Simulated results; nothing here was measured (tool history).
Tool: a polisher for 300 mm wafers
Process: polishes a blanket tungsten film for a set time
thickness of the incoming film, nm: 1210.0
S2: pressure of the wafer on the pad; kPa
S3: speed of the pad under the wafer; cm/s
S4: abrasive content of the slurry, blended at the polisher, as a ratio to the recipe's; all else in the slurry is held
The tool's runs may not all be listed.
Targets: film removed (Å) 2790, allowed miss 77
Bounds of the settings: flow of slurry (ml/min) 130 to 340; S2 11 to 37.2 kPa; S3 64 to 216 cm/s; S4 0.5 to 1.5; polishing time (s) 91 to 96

run 1 hour=0 | flow_of_slurry_(ml/min)=220 S2=24.1 S3=140 S4=1 polishing_time_(s)=91 | film_removed_(Å)=5705.3
run 2 hour=5.7 | flow_of_slurry_(ml/min)=215 S2=21.4 S3=136 S4=1 polishing_time_(s)=91 | film_removed_(Å)=4878.4
run 3 hour=8 | flow_of_slurry_(ml/min)=210 S2=19.3 S3=134 S4=1 polishing_time_(s)=91 | film_removed_(Å)=4393.6
run 4 hour=9.8 | flow_of_slurry_(ml/min)=205 S2=17.9 S3=132 S4=1 polishing_time_(s)=91 | film_removed_(Å)=4016.7
run 5 hour=18.4 | flow_of_slurry_(ml/min)=240 S2=17.9 S3=132 S4=1 polishing_time_(s)=91 | film_removed_(Å)=4116.4
run 6 hour=23.3 | flow_of_slurry_(ml/min)=235 S2=16.5 S3=130 S4=1 polishing_time_(s)=91 | film_removed_(Å)=3721.5
run 7 hour=31.4 | flow_of_slurry_(ml/min)=185 S2=11 S3=130 S4=1 polishing_time_(s)=91 | film_removed_(Å)=2436.4
run 8 hour=37.5 | flow_of_slurry_(ml/min)=195 S2=11 S3=130 S4=1 polishing_time_(s)=91 | film_removed_(Å)=2497.9
run 9 hour=39.4 | flow_of_slurry_(ml/min)=205 S2=11 S3=130 S4=1 polishing_time_(s)=91 | film_removed_(Å)=2465.7
run 10 hour=44 | flow_of_slurry_(ml/min)=205 S2=14.5 S3=130 S4=1 polishing_time_(s)=91 | film_removed_(Å)=3198.1
run 11 hour=52.4 | flow_of_slurry_(ml/min)=195 S2=14.5 S3=130 S4=1 polishing_time_(s)=91 | film_removed_(Å)=3189.4
run 12 hour=57.6 | flow_of_slurry_(ml/min)=195 S2=13.8 S3=130 S4=1 polishing_time_(s)=91 | film_removed_(Å)=3073.9
run 13 hour=65.1 | flow_of_slurry_(ml/min)=195 S2=13.1 S3=130 S4=1 polishing_time_(s)=91 | film_removed_(Å)=2921.5

Which of these 5 next moves meets every target?
run A hour=72.6 | flow_of_slurry_(ml/min)=215 S2=13.1 S3=130 S4=1.1 polishing_time_(s)=91 | film_removed_(Å)=?
run B hour=72.6 | flow_of_slurry_(ml/min)=180 S2=14.5 S3=124 S4=1 polishing_time_(s)=91 | film_removed_(Å)=?
run C hour=72.6 | flow_of_slurry_(ml/min)=180 S2=13.1 S3=128 S4=1.15 polishing_time_(s)=95 | film_removed_(Å)=?
run D hour=72.6 | flow_of_slurry_(ml/min)=250 S2=12.4 S3=118 S4=1.2 polishing_time_(s)=94 | film_removed_(Å)=?
run E hour=72.6 | flow_of_slurry_(ml/min)=200 S2=11.7 S3=140 S4=1.15 polishing_time_(s)=91 | film_removed_(Å)=?

move=A film_removed_(Å)=3059.1
move=B film_removed_(Å)=3077.3
move=C film_removed_(Å)=3089.1
move=D film_removed_(Å)=2835.2
move=E film_removed_(Å)=2951
A: further off than the last run
B: further off than the last run
C: further off than the last run
D: meets every target
E: further off than the last run
Answer: D

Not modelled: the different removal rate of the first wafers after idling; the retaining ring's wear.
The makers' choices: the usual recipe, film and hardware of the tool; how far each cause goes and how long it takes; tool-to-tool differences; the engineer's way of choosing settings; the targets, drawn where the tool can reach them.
